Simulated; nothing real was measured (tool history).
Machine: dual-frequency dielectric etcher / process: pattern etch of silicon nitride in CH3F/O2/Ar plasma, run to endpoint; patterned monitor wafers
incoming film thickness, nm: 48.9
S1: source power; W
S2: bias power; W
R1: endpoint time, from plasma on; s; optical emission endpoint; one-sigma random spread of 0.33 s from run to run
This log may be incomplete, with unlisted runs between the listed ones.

Run 1, hour 0.0: S1 460 W, S2 81 W. Result: R1 72.291 s.
Run 2, hour 3.3: S1 490 W, S2 83 W. Result: R1 69.494 s.
Run 3, hour 4.2: S1 490 W, S2 89 W. Result: R1 68.948 s.
Run 4, hour 12.1: S1 550 W, S2 89 W. Result: R1 65.680 s.
Run 5, hour 17.2: S1 560 W, S2 90 W. Result: R1 64.249 s.
Run 6, hour 25.6: S1 570 W, S2 90 W. Result: R1 63.992 s.
Run 7, hour 31.3: S1 580 W, S2 90 W. Result: R1 63.245 s.

Run 8, settings as shown, results not yet in. Your forecast:
Run 8, hour 38.8: S1 590 W, S2 90 W. Result: R1 ?.

R1: 63.246 s

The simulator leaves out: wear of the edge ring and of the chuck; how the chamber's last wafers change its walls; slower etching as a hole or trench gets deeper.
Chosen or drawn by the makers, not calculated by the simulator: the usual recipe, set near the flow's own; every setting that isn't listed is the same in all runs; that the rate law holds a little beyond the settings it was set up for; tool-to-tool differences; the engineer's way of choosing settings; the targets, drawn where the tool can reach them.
